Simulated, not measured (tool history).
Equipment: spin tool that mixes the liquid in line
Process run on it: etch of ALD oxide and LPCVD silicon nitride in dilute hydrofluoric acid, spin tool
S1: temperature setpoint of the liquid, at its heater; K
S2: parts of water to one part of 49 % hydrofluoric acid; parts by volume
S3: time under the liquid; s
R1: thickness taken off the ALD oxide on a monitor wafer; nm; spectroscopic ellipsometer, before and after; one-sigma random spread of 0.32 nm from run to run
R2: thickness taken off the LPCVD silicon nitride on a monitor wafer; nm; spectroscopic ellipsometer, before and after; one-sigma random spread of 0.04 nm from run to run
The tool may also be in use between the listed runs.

run  hour      S1  S2  S3      R1       R2
  1     0  293.15  75  95  33.761  0.42219
  2   7.9  295.15  70  95  39.757   0.5442
  3  10.9  296.15  65  95   44.78  0.64188
  4    17  296.15  65  70  33.133  0.50654
  5    19  296.15  80  70  26.538  0.38254
  6  27.7  294.65  80  70  24.748  0.35581

What does the tool deliver on the next run?
  7  29.6  295.65  65  70   ?   ?

{"run 7": {"R1": 32.47, "R2": 0.43706}}
